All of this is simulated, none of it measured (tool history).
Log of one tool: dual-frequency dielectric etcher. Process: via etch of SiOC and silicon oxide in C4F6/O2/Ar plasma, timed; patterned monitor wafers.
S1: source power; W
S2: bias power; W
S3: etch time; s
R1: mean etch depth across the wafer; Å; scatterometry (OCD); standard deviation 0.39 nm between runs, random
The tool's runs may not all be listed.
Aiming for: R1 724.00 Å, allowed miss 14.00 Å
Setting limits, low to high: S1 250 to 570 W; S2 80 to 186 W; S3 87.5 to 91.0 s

run 1 hour=0.0 | S1=410 S2=133 S3=87.5 | R1=946.25
run 2 hour=2.4 | S1=370 S2=121 S3=87.5 | R1=883.37
run 3 hour=9.6 | S1=370 S2=121 S3=91.0 | R1=908.50
run 4 hour=12.7 | S1=340 S2=121 S3=91.0 | R1=865.04
run 5 hour=20.8 | S1=340 S2=144 S3=91.0 | R1=900.98
run 6 hour=22.0 | S1=320 S2=137 S3=90.5 | R1=855.49
run 7 hour=29.4 | S1=300 S2=132 S3=90.0 | R1=816.31
run 8 hour=37.5 | S1=290 S2=128 S3=89.5 | R1=782.36
run 9 hour=41.6 | S1=280 S2=127 S3=89.5 | R1=764.65
run 10 hour=43.2 | S1=250 S2=118 S3=89.0 | R1=692.90

Next run, 5 choices. One meets every target within its allowed miss, the rest don't. Which?
run A hour=44.8 | S1=250 S2=111 S3=88.0 | R1=?
run B hour=44.8 | S1=260 S2=81 S3=89.0 | R1=?
run C hour=44.8 | S1=250 S2=130 S3=89.5 | R1=?
run D hour=44.8 | S1=250 S2=115 S3=89.5 | R1=?
run E hour=44.8 | S1=260 S2=116 S3=87.5 | R1=?

move=A R1=676.75
move=B R1=654.38
move=C R1=716.09
move=D R1=694.28
move=E R1=698.47
A: lands further from the targets than the last run did
B: lands further from the targets than the last run did
C: every result within its allowed miss
D: no better and no worse than the last run
E: nearer the targets than the last run, but a result is still out of spec
Move C is the one to make.
